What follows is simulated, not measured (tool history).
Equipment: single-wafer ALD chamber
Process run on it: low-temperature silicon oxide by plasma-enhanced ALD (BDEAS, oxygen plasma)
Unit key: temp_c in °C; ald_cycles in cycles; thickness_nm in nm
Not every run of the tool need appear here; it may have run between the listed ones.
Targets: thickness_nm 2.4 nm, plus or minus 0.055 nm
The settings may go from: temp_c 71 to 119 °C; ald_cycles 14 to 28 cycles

run    day  temp_c  ald_cycles  thickness_nm
  1      0      95          21         2.882
  2  0.362      95          19        2.6207
  3  0.738      95          22        3.0015
  4  0.762      97          21        2.8685
  5    0.8      89          21        2.9216
  6  1.062      90          20        2.8132
  7  1.308      93          20        2.7902
  8  1.504      95          20        2.7525
  9  1.658      97          20        2.7398
 10  1.946      98          20        2.7284
 11  2.025      99          20        2.6962
 12  2.392     101          20        2.7067
 13  2.429     102          20         2.695
 14  2.579     103          20        2.6953
 15  2.675     104          20        2.6981
     3.029  -- thermocouple changed; heater temperature recalibrated
 16  3.029     106          19        2.5563

Next run, 5 choices. One meets every target within its allowed miss, the rest don't. Which?
  A  3.383     114          18             ?
  B  3.383     110          17             ?
  C  3.383     102          19             ?
  D  3.383     107          19             ?
  E  3.383     105          20             ?

move  thickness_nm
   A        2.3773
   B        2.2598
   C        2.5583
   D        2.5379
   E        2.6801
A: meets every target
B: moves the result that the last run missed by most past its target, out the other side
C: no nearer and no further than the last run
D: closer than the last run, but not yet in spec
E: its largest miss is bigger than the last run's
The right move is A.
